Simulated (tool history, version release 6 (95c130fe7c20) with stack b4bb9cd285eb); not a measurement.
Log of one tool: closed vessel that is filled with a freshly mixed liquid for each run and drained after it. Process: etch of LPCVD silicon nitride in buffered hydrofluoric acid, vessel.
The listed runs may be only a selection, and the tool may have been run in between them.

| run | hour | temperature setpoint of the liquid (°C) | parts of 40 % ammonium fluoride to one part of 49 % hydrofluoric acid (parts by volume) | time in the liquid (s) | thickness taken off the LPCVD silicon nitride on a monitor wafer (nm) |
|---|---|---|---|---|---|
| 1 | 0 | 21 | 7.5 | 125 | 1.7883 |
| 2 | 4.4 | 19 | 7.5 | 125 | 1.573 |
| 3 | 9.2 | 19.5 | 7.5 | 125 | 1.6093 |
| 4 | 16.2 | 19.5 | 7.5 | 80 | 1.0436 |
| 5 | 21.6 | 20.5 | 7.5 | 80 | 1.1146 |
| 6 | 30.2 | 20.5 | 5.5 | 80 | 1.4852 |
| 7 | 35.2 | 21 | 5.5 | 80 | 1.5153 |
| 8 | 39.6 | 21.5 | 5.5 | 80 | 1.5518 |

Estimate the outcome of run 9 from the log above:
| 9 | 46 | 22 | 5.5 | 80 | ? |

thickness taken off the LPCVD silicon nitride on a monitor wafer (nm): 1.5871

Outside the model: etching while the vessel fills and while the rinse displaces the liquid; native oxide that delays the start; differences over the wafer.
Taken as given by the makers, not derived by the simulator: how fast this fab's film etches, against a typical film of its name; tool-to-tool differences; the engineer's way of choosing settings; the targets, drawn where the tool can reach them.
